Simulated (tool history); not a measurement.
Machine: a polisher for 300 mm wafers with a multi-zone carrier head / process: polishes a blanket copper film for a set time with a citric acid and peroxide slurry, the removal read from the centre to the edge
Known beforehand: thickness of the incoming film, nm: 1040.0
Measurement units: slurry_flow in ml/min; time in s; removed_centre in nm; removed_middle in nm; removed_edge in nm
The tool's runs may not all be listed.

run,hour,slurry_flow,centre_zone,middle_zone,edge_zone,slurry_solids,time,removed_centre,removed_middle,removed_edge
1,0,195,1,1,1,1,78,94.131,96.839,99.262
2,5.3,195,1.06,1,1,1,78,100.43,97.04,98.786
3,7.2,195,1.06,1,1,1,95,124.28,119.42,118.1
4,8.3,195,1.06,1.08,1,1,95,122.37,127.39,118.94
5,9.2,195,1.06,1.08,0.92,1,95,123.15,128.99,115.12
6,16.6,195,1.06,1.08,0.92,1.1,95,128.74,130.99,119.9
7,23.9,190,1.06,1.06,0.91,0.95,89,115.51,117.26,106.52
8,31.4,190,1.05,1.06,0.9,0.85,83,104.86,106.54,94.858
9,39,185,1.03,1.05,0.89,0.75,79,92.77,97.311,88.688

Run 10 is up next; what results do you expect?
10,40,185,1.03,1.05,0.88,0.7,76,?,?,?

removed_centre: 89.591 nm
removed_middle: 92.931 nm
removed_edge: 83.941 nm

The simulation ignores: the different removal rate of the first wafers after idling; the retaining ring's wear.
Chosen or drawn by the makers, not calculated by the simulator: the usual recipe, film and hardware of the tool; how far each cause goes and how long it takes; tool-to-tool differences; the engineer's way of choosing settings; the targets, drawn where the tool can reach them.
